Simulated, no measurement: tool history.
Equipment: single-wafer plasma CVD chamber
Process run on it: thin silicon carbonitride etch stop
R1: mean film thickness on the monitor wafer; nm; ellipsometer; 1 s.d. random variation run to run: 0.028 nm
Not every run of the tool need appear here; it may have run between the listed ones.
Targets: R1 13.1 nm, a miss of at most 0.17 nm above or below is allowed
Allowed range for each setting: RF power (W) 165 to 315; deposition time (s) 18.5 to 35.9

run 1 hour=0 | RF_power_(W)=240 deposition_time_(s)=27.2 | R1=15.517
run 2 hour=4.4 | RF_power_(W)=240 deposition_time_(s)=30.1 | R1=17.077
run 3 hour=11 | RF_power_(W)=240 deposition_time_(s)=32.9 | R1=18.643
run 4 hour=12.5 | RF_power_(W)=240 deposition_time_(s)=29.4 | R1=16.667
run 5 hour=21.2 | RF_power_(W)=240 deposition_time_(s)=32.8 | R1=18.711
run 6 hour=28.8 | RF_power_(W)=240 deposition_time_(s)=29.1 | R1=16.53
run 7 hour=36.9 | RF_power_(W)=230 deposition_time_(s)=28.4 | R1=15.934
run 8 hour=39.5 | RF_power_(W)=220 deposition_time_(s)=27.8 | R1=15.371
run 9 hour=44.4 | RF_power_(W)=215 deposition_time_(s)=27.4 | R1=15.073
run 10 hour=49.5 | RF_power_(W)=175 deposition_time_(s)=24.4 | R1=12.531
run 11 hour=54.1 | RF_power_(W)=175 deposition_time_(s)=24.4 | R1=12.449
run 12 hour=56 | RF_power_(W)=180 deposition_time_(s)=24.4 | R1=12.616
run 13 hour=58.6 | RF_power_(W)=185 deposition_time_(s)=24.4 | R1=12.705

Next run, 5 choices. One meets every target within its allowed miss, the rest don't. Which?
run A hour=61.2 | RF_power_(W)=180 deposition_time_(s)=24.3 | R1=?
run B hour=61.2 | RF_power_(W)=170 deposition_time_(s)=25.2 | R1=?
run C hour=61.2 | RF_power_(W)=165 deposition_time_(s)=24.6 | R1=?
run D hour=61.2 | RF_power_(W)=205 deposition_time_(s)=24.3 | R1=?
run E hour=61.2 | RF_power_(W)=225 deposition_time_(s)=22.6 | R1=?

move=A R1=12.598
move=B R1=12.821
move=C R1=12.392
move=D R1=13.144
move=E R1=12.598
A: further off than the last run
B: an improvement on the last run, though not all results are within tolerance
C: further off than the last run
D: every result lands within tolerance
E: further off than the last run
D meets every target.
